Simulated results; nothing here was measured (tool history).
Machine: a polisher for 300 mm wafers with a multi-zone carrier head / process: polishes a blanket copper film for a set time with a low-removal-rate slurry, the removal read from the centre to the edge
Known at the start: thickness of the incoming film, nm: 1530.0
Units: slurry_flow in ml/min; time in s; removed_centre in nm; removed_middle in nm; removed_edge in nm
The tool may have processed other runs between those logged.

run 1 hour=0.0 | slurry_flow=145 centre_zone=1.00 middle_zone=1.00 edge_zone=1.00 slurry_solids=1.00 time=57 | removed_centre=150.230 removed_middle=155.750 removed_edge=156.990
run 2 hour=5.3 | slurry_flow=145 centre_zone=1.00 middle_zone=1.00 edge_zone=1.06 slurry_solids=1.00 time=57 | removed_centre=155.530 removed_middle=154.980 removed_edge=161.130
run 3 hour=7.8 | slurry_flow=145 centre_zone=1.00 middle_zone=1.00 edge_zone=1.06 slurry_solids=1.00 time=63 | removed_centre=168.310 removed_middle=173.180 removed_edge=176.000
run 4 hour=14.2 | slurry_flow=145 centre_zone=1.02 middle_zone=1.00 edge_zone=1.04 slurry_solids=0.95 time=58 | removed_centre=158.500 removed_middle=158.890 removed_edge=158.400
run 5 hour=21.5 | slurry_flow=145 centre_zone=1.02 middle_zone=1.00 edge_zone=0.97 slurry_solids=0.95 time=58 | removed_centre=156.990 removed_middle=159.040 removed_edge=156.560
run 6 hour=27.8 | slurry_flow=145 centre_zone=1.03 middle_zone=0.99 edge_zone=0.96 slurry_solids=0.90 time=54 | removed_centre=149.970 removed_middle=143.970 removed_edge=146.280
run 7 hour=32.9 | slurry_flow=145 centre_zone=1.04 middle_zone=0.99 edge_zone=0.95 slurry_solids=0.85 time=50 | removed_centre=137.170 removed_middle=131.360 removed_edge=128.330
run 8 hour=33.6 | slurry_flow=145 centre_zone=1.04 middle_zone=0.98 edge_zone=0.95 slurry_solids=0.80 time=48 | removed_centre=128.080 removed_middle=124.630 removed_edge=123.800
run 9 hour=38.3 | slurry_flow=145 centre_zone=1.05 middle_zone=0.97 edge_zone=0.94 slurry_solids=0.75 time=46 | removed_centre=123.490 removed_middle=117.600 removed_edge=115.400
run 10 hour=39.6 | slurry_flow=140 centre_zone=1.06 middle_zone=0.96 edge_zone=0.93 slurry_solids=0.70 time=45 | removed_centre=119.190 removed_middle=111.660 removed_edge=108.920

Run 11 has not been measured yet. What should we expect?
run 11 hour=44.5 | slurry_flow=100 centre_zone=1.08 middle_zone=0.86 edge_zone=0.83 slurry_solids=0.50 time=40 | removed_centre=? removed_middle=? removed_edge=?

{"run 11": {"removed_centre": 92.124, "removed_middle": 80.019, "removed_edge": 84.479}}
